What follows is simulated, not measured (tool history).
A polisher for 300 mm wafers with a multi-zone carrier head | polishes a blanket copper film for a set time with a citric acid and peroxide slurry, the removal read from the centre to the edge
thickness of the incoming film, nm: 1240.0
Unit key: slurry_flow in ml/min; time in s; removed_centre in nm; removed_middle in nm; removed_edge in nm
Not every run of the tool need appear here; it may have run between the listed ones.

| run | hour | slurry_flow | centre_zone | middle_zone | edge_zone | slurry_solids | time | removed_centre | removed_middle | removed_edge |
|---|---|---|---|---|---|---|---|---|---|---|
| 1 | 0 | 190 | 1 | 1 | 1 | 1 | 48 | 53.728 | 53.134 | 55.692 |
| 2 | 3.7 | 190 | 1.05 | 1 | 1 | 1 | 48 | 56.133 | 53.839 | 56.11 |
| 3 | 11.1 | 190 | 1.05 | 0.97 | 1 | 1 | 48 | 56.284 | 51.683 | 55.771 |
| 4 | 12.4 | 175 | 1 | 0.98 | 0.97 | 0.95 | 48 | 52.704 | 51.194 | 55.527 |
| 5 | 19.9 | 190 | 0.98 | 1.01 | 0.96 | 0.85 | 47 | 50.034 | 51.211 | 52.941 |
| 6 | 28.7 | 185 | 0.96 | 1.02 | 0.94 | 0.8 | 47 | 47.806 | 50.522 | 51.931 |
| 7 | 36.1 | 180 | 0.95 | 1.03 | 0.92 | 0.8 | 47 | 47.935 | 51.742 | 50.631 |
| 8 | 43.3 | 170 | 0.94 | 1.03 | 0.92 | 0.8 | 47 | 46.465 | 51.383 | 50.147 |
| 9 | 51.6 | 165 | 0.94 | 1.02 | 0.92 | 0.8 | 47 | 46.575 | 51.057 | 50.861 |
| 10 | 59.6 | 160 | 0.94 | 1.02 | 0.92 | 0.8 | 47 | 46.119 | 50.048 | 50.456 |

What will run 11 give?
| 11 | 61.5 | 155 | 0.94 | 1.02 | 0.92 | 0.8 | 47 | ? | ? | ? |

{"run 11": {"removed_centre": 46.275, "removed_middle": 50.25, "removed_edge": 49.415}}
